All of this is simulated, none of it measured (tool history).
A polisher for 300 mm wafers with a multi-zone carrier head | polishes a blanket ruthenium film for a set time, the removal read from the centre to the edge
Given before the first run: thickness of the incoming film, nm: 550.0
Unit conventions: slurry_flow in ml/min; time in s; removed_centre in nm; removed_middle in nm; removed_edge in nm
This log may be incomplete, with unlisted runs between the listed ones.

| run | hour | slurry_flow | centre_zone | middle_zone | edge_zone | time | removed_centre | removed_middle | removed_edge |
|---|---|---|---|---|---|---|---|---|---|
| 1 | 0 | 295 | 1 | 1 | 1 | 42 | 65.188 | 64.475 | 67.055 |
| 2 | 5.3 | 295 | 1 | 0.95 | 1 | 42 | 66.945 | 61.485 | 66.52 |
| 3 | 9.9 | 295 | 1 | 0.95 | 1 | 52 | 81.87 | 76.929 | 81.652 |
| 4 | 16.6 | 295 | 1 | 0.95 | 1 | 45 | 71.542 | 65.771 | 68.987 |
| 5 | 24 | 295 | 1.03 | 0.95 | 1 | 45 | 72.787 | 67.096 | 71.35 |
| 6 | 28.1 | 295 | 1.03 | 0.95 | 1 | 41 | 66.508 | 60.998 | 64.474 |
| 7 | 34 | 295 | 1.01 | 0.98 | 0.96 | 37 | 58.676 | 55.793 | 57.21 |
| 8 | 34.6 | 295 | 0.99 | 1 | 0.92 | 35 | 54.604 | 53.083 | 53.191 |

Run 9 comes next. What will it give?
| 9 | 39.8 | 295 | 0.97 | 1.02 | 0.89 | 33 | ? | ? | ? |

{"run 9": {"removed_centre": 49.62, "removed_middle": 51.746, "removed_edge": 49.692}}
